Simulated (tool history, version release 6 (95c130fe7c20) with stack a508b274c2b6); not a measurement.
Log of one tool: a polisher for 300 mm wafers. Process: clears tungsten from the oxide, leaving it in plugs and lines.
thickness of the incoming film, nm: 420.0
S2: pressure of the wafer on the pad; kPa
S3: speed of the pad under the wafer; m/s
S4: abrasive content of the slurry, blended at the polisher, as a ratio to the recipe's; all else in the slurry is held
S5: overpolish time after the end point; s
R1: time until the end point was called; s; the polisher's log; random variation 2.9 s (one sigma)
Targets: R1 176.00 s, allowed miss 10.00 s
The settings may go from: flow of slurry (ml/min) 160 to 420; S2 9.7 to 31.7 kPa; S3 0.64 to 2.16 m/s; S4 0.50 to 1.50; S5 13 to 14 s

Run 1, hour 0.0: flow of slurry (ml/min) 270, S2 20.7 kPa, S3 1.40 m/s, S4 1.00, S5 13 s. Result: R1 106.28 s.
Run 2, hour 6.3: flow of slurry (ml/min) 295, S2 20.7 kPa, S3 1.40 m/s, S4 1.00, S5 13 s. Result: R1 102.83 s.
Run 3, hour 9.8: flow of slurry (ml/min) 260, S2 20.7 kPa, S3 1.40 m/s, S4 1.00, S5 13 s. Result: R1 104.64 s.
Run 4, hour 17.4: flow of slurry (ml/min) 260, S2 20.0 kPa, S3 1.40 m/s, S4 1.00, S5 13 s. Result: R1 108.53 s.
Run 5, hour 18.3: flow of slurry (ml/min) 315, S2 20.0 kPa, S3 1.40 m/s, S4 1.00, S5 13 s. Result: R1 105.07 s.
Run 6, hour 24.5: flow of slurry (ml/min) 315, S2 20.0 kPa, S3 1.40 m/s, S4 0.80, S5 13 s. Result: R1 115.87 s.
Run 7, hour 27.9: flow of slurry (ml/min) 315, S2 19.3 kPa, S3 1.40 m/s, S4 0.80, S5 13 s. Result: R1 116.83 s.
Run 8, hour 28.5: flow of slurry (ml/min) 315, S2 18.6 kPa, S3 1.40 m/s, S4 0.80, S5 13 s. Result: R1 122.31 s.
Run 9, hour 32.0: flow of slurry (ml/min) 315, S2 18.6 kPa, S3 1.40 m/s, S4 0.80, S5 13 s. Result: R1 122.50 s.
Run 10, hour 39.3: flow of slurry (ml/min) 315, S2 17.9 kPa, S3 1.40 m/s, S4 0.80, S5 13 s. Result: R1 125.11 s.
Run 11, hour 42.4: flow of slurry (ml/min) 315, S2 17.2 kPa, S3 1.40 m/s, S4 0.80, S5 13 s. Result: R1 129.74 s.
Run 12, hour 47.4: flow of slurry (ml/min) 315, S2 16.5 kPa, S3 1.40 m/s, S4 0.80, S5 13 s. Result: R1 134.99 s.
Run 13, hour 51.6: flow of slurry (ml/min) 315, S2 15.9 kPa, S3 1.40 m/s, S4 0.80, S5 13 s. Result: R1 141.19 s.
Run 14, hour 60.5: flow of slurry (ml/min) 315, S2 15.2 kPa, S3 1.40 m/s, S4 0.80, S5 13 s. Result: R1 146.73 s.

Which of these 4 next moves meets every target?
Run A, hour 69.4: flow of slurry (ml/min) 335, S2 13.1 kPa, S3 1.34 m/s, S4 0.75, S5 14 s. Result: R1 ?.
Run B, hour 69.4: flow of slurry (ml/min) 325, S2 15.9 kPa, S3 1.26 m/s, S4 0.80, S5 14 s. Result: R1 ?.
Run C, hour 69.4: flow of slurry (ml/min) 420, S2 15.9 kPa, S3 1.20 m/s, S4 0.80, S5 13 s. Result: R1 ?.
Run D, hour 69.4: flow of slurry (ml/min) 320, S2 15.9 kPa, S3 1.22 m/s, S4 0.90, S5 13 s. Result: R1 ?.

move      R1
   A  183.12
   B  158.80
   C  163.05
   D  159.37
A: meets every target
B: nearer than the last run, and not there yet
C: nearer than the last run, and not there yet
D: nearer than the last run, and not there yet
Answer: A
